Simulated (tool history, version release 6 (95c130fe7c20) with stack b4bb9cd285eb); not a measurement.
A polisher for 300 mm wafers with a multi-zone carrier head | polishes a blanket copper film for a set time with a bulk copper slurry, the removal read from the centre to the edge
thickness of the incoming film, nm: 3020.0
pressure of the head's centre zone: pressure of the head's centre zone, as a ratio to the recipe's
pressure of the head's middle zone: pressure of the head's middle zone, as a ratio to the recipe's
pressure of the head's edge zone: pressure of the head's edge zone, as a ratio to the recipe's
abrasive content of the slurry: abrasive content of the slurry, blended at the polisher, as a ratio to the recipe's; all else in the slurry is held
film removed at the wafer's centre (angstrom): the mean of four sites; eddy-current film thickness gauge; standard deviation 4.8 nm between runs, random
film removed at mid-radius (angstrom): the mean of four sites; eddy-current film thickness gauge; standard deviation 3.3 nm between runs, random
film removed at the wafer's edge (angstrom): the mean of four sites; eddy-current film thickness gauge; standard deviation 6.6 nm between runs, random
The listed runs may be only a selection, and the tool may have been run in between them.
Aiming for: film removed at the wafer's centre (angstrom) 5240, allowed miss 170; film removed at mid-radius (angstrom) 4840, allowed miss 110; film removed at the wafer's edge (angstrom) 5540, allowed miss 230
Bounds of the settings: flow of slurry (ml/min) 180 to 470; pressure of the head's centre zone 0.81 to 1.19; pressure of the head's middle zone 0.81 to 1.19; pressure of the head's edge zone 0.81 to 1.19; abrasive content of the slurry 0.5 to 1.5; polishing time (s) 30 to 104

run	hour	flow of slurry (ml/min)	pressure of the head's centre zone	pressure of the head's middle zone	pressure of the head's edge zone	abrasive content of the slurry	polishing time (s)	film removed at the wafer's centre (angstrom)	film removed at mid-radius (angstrom)	film removed at the wafer's edge (angstrom)
1	0	300	1	1	1	1	67	7716	7504.4	7660.8
2	8.3	290	0.98	0.96	0.98	0.9	64	6984.6	6751.1	7218.2
3	9	290	0.98	0.96	1.02	0.9	64	7035.8	6702	7179.2
4	14.2	245	0.98	0.96	1.02	0.9	64	7028.1	6568.2	7196.9
5	15	255	0.98	0.94	1	0.8	61	6543.2	6047.5	6590
6	22.3	255	0.89	0.94	1	0.8	61	5870.5	6037.3	6613.6
7	26	255	0.89	0.94	1	0.8	61	5863.1	6066.2	6694.9
8	26.8	255	0.9	0.92	0.98	0.75	60	5788.4	5799.7	6449.6
9	27.4	250	0.9	0.9	0.96	0.7	59	5619	5492.1	6176.6

4 candidate next runs follow, results not yet known. Just one meets every target within its allowed miss. Identify it.
A	28	300	0.89	0.81	1.13	0.95	52	?	?	?
B	28	180	1.08	0.96	0.96	0.5	52	?	?	?
C	28	330	1.01	0.87	0.96	0.75	51	?	?	?
D	28	285	0.95	0.88	0.98	0.7	52	?	?	?

move	film removed at the wafer's centre (angstrom)	film removed at mid-radius (angstrom)	film removed at the wafer's edge (angstrom)
A	5286.3	4879.7	6148.4
B	5305.1	4610.2	4872.8
C	5645.8	4842.1	5416.7
D	5276.4	4850.8	5439.2
A: gets the furthest-off result to its target, but another result is out of tolerance
B: takes the result that was furthest off past its target
C: gets the furthest-off result to its target, but another result is out of tolerance
D: every result within its allowed miss
D meets every target.
